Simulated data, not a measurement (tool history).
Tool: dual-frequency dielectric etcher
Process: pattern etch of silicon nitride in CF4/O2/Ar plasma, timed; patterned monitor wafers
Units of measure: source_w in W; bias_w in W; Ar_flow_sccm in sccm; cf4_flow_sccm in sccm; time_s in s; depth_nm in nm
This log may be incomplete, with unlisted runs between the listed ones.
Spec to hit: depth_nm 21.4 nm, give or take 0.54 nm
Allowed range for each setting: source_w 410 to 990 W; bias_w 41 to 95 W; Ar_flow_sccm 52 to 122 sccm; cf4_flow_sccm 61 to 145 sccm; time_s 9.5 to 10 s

run	hour	source_w	bias_w	Ar_flow_sccm	cf4_flow_sccm	time_s	depth_nm
1	0	700	68	87	103	10	26.94
2	0.6	700	73	87	103	10	27.798
3	4.7	700	73	87	103	10	27.892
4	10.7	650	72	87	103	10	26.368
5	14.5	650	72	87	103	10	26.678
6	17.7	600	70	87	103	10	24.723
7	25.3	570	70	87	103	10	23.689
8	32.1	550	70	87	103	10	23.112
9	32.8	530	70	87	103	10	22.497

Exercise: of the 4 proposed moves below, exactly one satisfies all targets within the stated allowed misses. Which move is it?
A	33.5	490	80	95	103	10	?
B	33.5	560	77	96	101	9.5	?
C	33.5	610	66	95	105	10	?
D	33.5	530	70	96	109	9.5	?

move	depth_nm
A	22.941
B	23.138
C	24.018
D	21.549
A: moves away from the targets compared with the last run
B: moves away from the targets compared with the last run
C: moves away from the targets compared with the last run
D: all results land within tolerance of their targets
Correct choice: D, which meets every target
